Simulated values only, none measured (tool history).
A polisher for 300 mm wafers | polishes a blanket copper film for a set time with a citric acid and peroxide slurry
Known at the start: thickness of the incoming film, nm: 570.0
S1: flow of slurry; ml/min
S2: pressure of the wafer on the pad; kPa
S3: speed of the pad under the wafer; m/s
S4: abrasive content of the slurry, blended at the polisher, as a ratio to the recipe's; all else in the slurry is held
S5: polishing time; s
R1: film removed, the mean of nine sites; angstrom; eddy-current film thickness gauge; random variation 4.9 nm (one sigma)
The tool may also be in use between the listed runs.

run,hour,S1,S2,S3,S4,S5,R1
1,0,125,24.8,0.82,1,94,2077.1
2,3.8,130,28.3,0.82,1,94,2265.7
3,8.4,130,31,0.84,1,94,2440.6
4,13.2,130,33.1,0.88,1,94,2687.2
5,14.9,130,35.2,0.9,1,94,2933.2
6,23.9,105,35.2,0.9,1,94,2722.2

Run 7 comes next. What will it give?
7,28.6,115,36.5,0.9,1,94,?

Run 7 gave R1 2887 angstrom.

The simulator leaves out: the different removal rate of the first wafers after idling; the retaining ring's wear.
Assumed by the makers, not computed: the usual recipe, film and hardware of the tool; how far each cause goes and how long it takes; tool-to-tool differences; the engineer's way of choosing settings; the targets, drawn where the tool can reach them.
